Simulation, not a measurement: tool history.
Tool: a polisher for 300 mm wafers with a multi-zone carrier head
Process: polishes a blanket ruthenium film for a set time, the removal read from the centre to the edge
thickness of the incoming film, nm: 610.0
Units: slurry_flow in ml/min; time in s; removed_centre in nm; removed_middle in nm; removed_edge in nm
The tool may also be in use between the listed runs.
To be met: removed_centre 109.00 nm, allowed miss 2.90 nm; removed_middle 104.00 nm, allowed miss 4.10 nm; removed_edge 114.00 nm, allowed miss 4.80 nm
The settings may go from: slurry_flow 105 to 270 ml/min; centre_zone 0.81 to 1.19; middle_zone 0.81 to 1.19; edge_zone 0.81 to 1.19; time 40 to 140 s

run,hour,slurry_flow,centre_zone,middle_zone,edge_zone,time,removed_centre,removed_middle,removed_edge
1,0.0,175,1.00,1.00,1.00,90,151.12,154.24,154.03
2,1.9,175,0.93,1.00,1.00,90,141.64,155.90,152.42
3,9.5,165,0.93,0.94,0.97,83,128.96,132.30,134.84
4,18.0,165,0.87,0.94,0.97,83,117.88,136.16,141.50
5,26.5,165,0.87,0.94,0.97,95,135.32,153.45,154.51
6,28.5,165,0.87,0.94,0.97,84,120.48,132.88,136.94
7,30.7,155,0.87,0.90,0.94,82,115.97,125.35,131.20
8,35.6,145,0.88,0.87,0.92,80,112.37,118.28,125.94
9,42.9,140,0.89,0.85,0.90,79,110.28,112.08,123.02
10,51.9,135,0.90,0.84,0.87,78,109.87,112.36,119.92

5 next moves are on the table. One of them brings every result within its allowed miss. Which?
A,60.9,110,0.94,0.84,0.85,78,?,?,?
B,60.9,180,0.82,0.85,0.89,82,?,?,?
C,60.9,125,0.83,0.92,0.84,85,?,?,?
D,60.9,125,0.91,0.96,0.82,78,?,?,?
E,60.9,125,0.98,0.85,0.81,72,?,?,?

move,removed_centre,removed_middle,removed_edge
A,107.59,104.36,110.99
B,112.65,124.67,129.39
C,108.02,127.37,123.37
D,108.80,121.07,112.00
E,108.14,100.98,103.01
A: meets every target
B: further off than the last run
C: further off than the last run
D: further off than the last run
E: brings the result that was furthest off to its target, and leaves another outside
Move A is the one to make.

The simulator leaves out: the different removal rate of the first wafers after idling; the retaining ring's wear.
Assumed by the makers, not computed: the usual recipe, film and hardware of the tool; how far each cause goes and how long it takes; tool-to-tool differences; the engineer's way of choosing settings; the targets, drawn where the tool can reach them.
